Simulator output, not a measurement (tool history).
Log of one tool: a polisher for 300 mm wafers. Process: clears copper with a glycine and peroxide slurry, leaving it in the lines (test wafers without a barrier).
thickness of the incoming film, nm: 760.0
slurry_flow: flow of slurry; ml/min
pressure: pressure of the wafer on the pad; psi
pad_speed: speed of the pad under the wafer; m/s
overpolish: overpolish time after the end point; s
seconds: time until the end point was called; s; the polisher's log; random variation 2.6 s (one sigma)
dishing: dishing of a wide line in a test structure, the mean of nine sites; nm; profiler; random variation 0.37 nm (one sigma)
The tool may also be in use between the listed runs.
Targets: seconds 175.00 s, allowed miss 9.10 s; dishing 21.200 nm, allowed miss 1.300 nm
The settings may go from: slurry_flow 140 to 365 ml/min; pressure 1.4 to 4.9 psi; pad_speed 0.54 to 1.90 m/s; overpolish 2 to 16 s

Run 1, hour 0.0: slurry_flow 235 ml/min, pressure 3.1 psi, pad_speed 1.22 m/s, overpolish 8 s. Result: seconds 133.43 s, dishing 31.244 nm.
Run 2, hour 5.8: slurry_flow 235 ml/min, pressure 3.1 psi, pad_speed 1.46 m/s, overpolish 8 s. Result: seconds 117.11 s, dishing 34.342 nm.
Run 3, hour 12.5: slurry_flow 235 ml/min, pressure 2.9 psi, pad_speed 1.46 m/s, overpolish 8 s. Result: seconds 127.74 s, dishing 33.145 nm.
Run 4, hour 17.3: slurry_flow 235 ml/min, pressure 2.8 psi, pad_speed 1.44 m/s, overpolish 8 s. Result: seconds 131.07 s, dishing 32.089 nm.
Run 5, hour 25.7: slurry_flow 200 ml/min, pressure 2.8 psi, pad_speed 1.44 m/s, overpolish 8 s. Result: seconds 128.25 s, dishing 31.285 nm.
Run 6, hour 29.9: slurry_flow 200 ml/min, pressure 2.7 psi, pad_speed 1.44 m/s, overpolish 8 s. Result: seconds 139.18 s, dishing 31.308 nm.
Run 7, hour 30.8: slurry_flow 200 ml/min, pressure 2.7 psi, pad_speed 1.44 m/s, overpolish 8 s. Result: seconds 139.70 s, dishing 30.729 nm.
Run 8, hour 34.2: slurry_flow 200 ml/min, pressure 2.6 psi, pad_speed 1.44 m/s, overpolish 8 s. Result: seconds 143.22 s, dishing 29.651 nm.
Run 9, hour 41.0: slurry_flow 200 ml/min, pressure 2.5 psi, pad_speed 1.44 m/s, overpolish 8 s. Result: seconds 145.55 s, dishing 27.965 nm.
Run 10, hour 42.1: slurry_flow 200 ml/min, pressure 2.4 psi, pad_speed 1.44 m/s, overpolish 8 s. Result: seconds 151.57 s, dishing 27.866 nm.
Run 11, hour 48.0: slurry_flow 200 ml/min, pressure 2.3 psi, pad_speed 1.44 m/s, overpolish 8 s. Result: seconds 157.04 s, dishing 26.504 nm.

Which of these 4 next moves meets every target?
Run A, hour 53.9: slurry_flow 140 ml/min, pressure 2.5 psi, pad_speed 1.04 m/s, overpolish 11 s. Result: seconds ?, dishing ?.
Run B, hour 53.9: slurry_flow 155 ml/min, pressure 2.1 psi, pad_speed 1.48 m/s, overpolish 7 s. Result: seconds ?, dishing ?.
Run C, hour 53.9: slurry_flow 215 ml/min, pressure 2.8 psi, pad_speed 1.34 m/s, overpolish 8 s. Result: seconds ?, dishing ?.
Run D, hour 53.9: slurry_flow 140 ml/min, pressure 2.2 psi, pad_speed 1.56 m/s, overpolish 9 s. Result: seconds ?, dishing ?.

move  seconds  dishing
   A   198.18   29.781
   B   175.42   21.775
   C   140.08   30.587
   D   166.13   28.899
A: further off than the last run
B: meets every target
C: further off than the last run
D: further off than the last run
The right move is B.

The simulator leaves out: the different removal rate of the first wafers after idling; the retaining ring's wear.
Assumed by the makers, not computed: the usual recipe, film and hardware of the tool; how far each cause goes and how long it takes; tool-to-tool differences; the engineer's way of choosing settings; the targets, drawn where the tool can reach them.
